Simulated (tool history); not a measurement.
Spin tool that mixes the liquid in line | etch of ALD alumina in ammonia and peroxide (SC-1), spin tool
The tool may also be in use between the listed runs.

run,hour,temperature setpoint of the liquid (K),parts of 29 % ammonia solution to one part of 30 % peroxide (parts by volume),time under the liquid (s),thickness taken off the ALD alumina on a monitor wafer (nm)
1,0,331.15,0.5,115,7.537
2,7.7,331.15,0.5,120,7.8085
3,8.4,335.15,0.5,120,9.5792
4,13.1,335.15,0.5,120,9.6044
5,17.9,337.65,0.55,120,10.947
6,22.2,337.65,0.4,120,10.629

Forecast run 7:
7,29.4,337.65,0.4,120,?

thickness taken off the ALD alumina on a monitor wafer (nm): 10.641
